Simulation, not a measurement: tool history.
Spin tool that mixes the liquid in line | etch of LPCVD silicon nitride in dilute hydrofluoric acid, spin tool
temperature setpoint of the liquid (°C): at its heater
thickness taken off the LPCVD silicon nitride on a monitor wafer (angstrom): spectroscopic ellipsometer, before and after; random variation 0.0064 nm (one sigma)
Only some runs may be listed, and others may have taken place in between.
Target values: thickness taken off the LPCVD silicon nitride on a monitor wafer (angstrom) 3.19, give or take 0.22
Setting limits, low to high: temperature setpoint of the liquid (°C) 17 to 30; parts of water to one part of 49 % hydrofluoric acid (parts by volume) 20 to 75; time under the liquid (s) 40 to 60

| run | hour | temperature setpoint of the liquid (°C) | parts of water to one part of 49 % hydrofluoric acid (parts by volume) | time under the liquid (s) | thickness taken off the LPCVD silicon nitride on a monitor wafer (angstrom) |
|---|---|---|---|---|---|
| 1 | 0 | 22 | 45 | 60 | 5.4845 |
| 2 | 4.8 | 24.5 | 45 | 60 | 6.7308 |
| 3 | 6.5 | 26 | 45 | 60 | 7.2713 |
| 4 | 14.8 | 24.5 | 45 | 60 | 6.4114 |
| 5 | 15.3 | 24.5 | 50 | 60 | 5.9683 |
| 6 | 23.3 | 27.5 | 50 | 60 | 7.4468 |
| 7 | 26 | 27.5 | 50 | 60 | 7.0816 |
| 8 | 34.4 | 26 | 50 | 60 | 6.8074 |
| 9 | 36.3 | 24.5 | 55 | 60 | 5.6131 |
| 10 | 42.2 | 23.5 | 55 | 60 | 5.1207 |
| 11 | 48.1 | 22.5 | 55 | 60 | 4.6677 |
| 12 | 52.9 | 21.5 | 55 | 60 | 4.4561 |
| 13 | 60.1 | 21 | 55 | 60 | 4.4432 |
| 14 | 66.5 | 20.5 | 55 | 60 | 4.0581 |
| 15 | 70.6 | 20 | 55 | 60 | 4.0267 |

Pick the move, out of 5, that brings all results within their allowed miss; only one does.
| A | 74.7 | 21 | 40 | 60 | ? |
| B | 74.7 | 17 | 45 | 60 | ? |
| C | 74.7 | 21 | 50 | 40 | ? |
| D | 74.7 | 21.5 | 60 | 40 | ? |
| E | 74.7 | 22.5 | 60 | 60 | ? |

| move | thickness taken off the LPCVD silicon nitride on a monitor wafer (angstrom) |
|---|---|
| A | 5.8623 |
| B | 3.9493 |
| C | 3.146 |
| D | 2.7254 |
| E | 4.3764 |
A: its largest miss is bigger than the last run's
B: better than the last run, though not everything is in spec
C: every result lands within tolerance
D: carries the result that was furthest off beyond its target, to the other side
E: its largest miss is bigger than the last run's
Go with C: it meets all targets.

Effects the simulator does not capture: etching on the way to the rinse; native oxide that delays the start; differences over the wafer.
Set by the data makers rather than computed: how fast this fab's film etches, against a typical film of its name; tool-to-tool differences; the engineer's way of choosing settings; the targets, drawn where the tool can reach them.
